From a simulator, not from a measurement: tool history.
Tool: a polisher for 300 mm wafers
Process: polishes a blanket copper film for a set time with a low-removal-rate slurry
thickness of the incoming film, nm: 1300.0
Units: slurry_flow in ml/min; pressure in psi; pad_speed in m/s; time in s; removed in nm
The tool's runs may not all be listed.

run	day	slurry_flow	pressure	pad_speed	slurry_solids	time	removed
1	0.000	300	3.2	1.04	1.0	53	178.14
2	0.296	300	3.2	1.04	1.0	56	189.93
3	0.442	300	2.8	1.04	1.0	56	165.90
4	0.538	300	3.2	1.04	1.0	56	188.58
5	0.729	300	3.5	1.04	1.0	56	207.98
6	0.867	300	3.5	1.04	1.0	56	203.28

Forecast run 7:
7	1.058	300	3.8	1.04	1.0	56	?

Run 7 gave removed 217.81 nm.
